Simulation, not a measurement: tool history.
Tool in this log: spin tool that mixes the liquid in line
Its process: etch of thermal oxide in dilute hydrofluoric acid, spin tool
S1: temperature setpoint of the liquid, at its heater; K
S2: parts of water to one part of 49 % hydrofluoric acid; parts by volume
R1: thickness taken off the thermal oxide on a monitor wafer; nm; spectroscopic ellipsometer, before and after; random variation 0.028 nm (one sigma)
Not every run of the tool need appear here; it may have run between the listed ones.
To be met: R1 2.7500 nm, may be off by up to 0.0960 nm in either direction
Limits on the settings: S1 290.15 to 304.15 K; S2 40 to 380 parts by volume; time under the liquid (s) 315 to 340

Run 1, hour 0.0: S1 296.15 K, S2 210 parts by volume, time under the liquid (s) 315. Result: R1 6.4790 nm.
Run 2, hour 3.6: S1 294.65 K, S2 245 parts by volume, time under the liquid (s) 315. Result: R1 5.0757 nm.
Run 3, hour 10.6: S1 292.15 K, S2 245 parts by volume, time under the liquid (s) 315. Result: R1 4.6460 nm.
Run 4, hour 19.5: S1 294.15 K, S2 245 parts by volume, time under the liquid (s) 315. Result: R1 4.9554 nm.
Run 5, hour 25.7: S1 294.15 K, S2 320 parts by volume, time under the liquid (s) 315. Result: R1 3.5833 nm.
Run 6, hour 31.9: S1 293.15 K, S2 330 parts by volume, time under the liquid (s) 315. Result: R1 3.3164 nm.
At hour 39.5: thermometer replaced.
Run 7, hour 39.5: S1 292.15 K, S2 335 parts by volume, time under the liquid (s) 315. Result: R1 2.8599 nm.
Run 8, hour 42.2: S1 291.65 K, S2 335 parts by volume, time under the liquid (s) 315. Result: R1 2.8610 nm.

Pick the move, out of 4, that brings all results within their allowed miss; only one does.
Run A, hour 44.9: S1 290.15 K, S2 335 parts by volume, time under the liquid (s) 320. Result: R1 ?.
Run B, hour 44.9: S1 295.65 K, S2 355 parts by volume, time under the liquid (s) 315. Result: R1 ?.
Run C, hour 44.9: S1 291.15 K, S2 330 parts by volume, time under the liquid (s) 320. Result: R1 ?.
Run D, hour 44.9: S1 292.15 K, S2 330 parts by volume, time under the liquid (s) 325. Result: R1 ?.

move      R1
   A  2.7353
   B  3.0408
   C  2.8934
   D  3.0482
A: all results land within tolerance of their targets
B: the biggest miss grows against the last run
C: the biggest miss grows against the last run
D: the biggest miss grows against the last run
A meets every target.

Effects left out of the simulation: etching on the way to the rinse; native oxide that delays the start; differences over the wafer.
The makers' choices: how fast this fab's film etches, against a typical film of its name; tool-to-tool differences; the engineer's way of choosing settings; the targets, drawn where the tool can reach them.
